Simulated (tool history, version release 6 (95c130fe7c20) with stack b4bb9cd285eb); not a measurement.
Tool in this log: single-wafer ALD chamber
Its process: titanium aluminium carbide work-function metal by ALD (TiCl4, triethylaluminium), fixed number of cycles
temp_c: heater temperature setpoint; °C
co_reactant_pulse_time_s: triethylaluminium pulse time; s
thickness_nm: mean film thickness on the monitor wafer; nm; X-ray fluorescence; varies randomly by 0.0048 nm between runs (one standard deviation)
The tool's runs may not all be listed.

run  hour  temp_c  co_reactant_pulse_time_s  thickness_nm
  1     0     275                      14.1        1.7584
  2   5.8     275                     11.27        1.7256
  3    14     275                     12.78        1.7398
  4  18.9     275                     10.07         1.676
  5  25.1     275                     13.99        1.7573
  6  27.6     275                     16.58        1.7511
  7  36.6     267                     12.92        1.6736
  8  41.7     262                     10.42        1.5753
  9  47.6     262                     10.42        1.5784
 10  52.1     258                      8.72        1.4701

Forecast run 11:
 11  55.9     256                      8.48             ?

{"run 11": {"thickness_nm": 1.4389}}
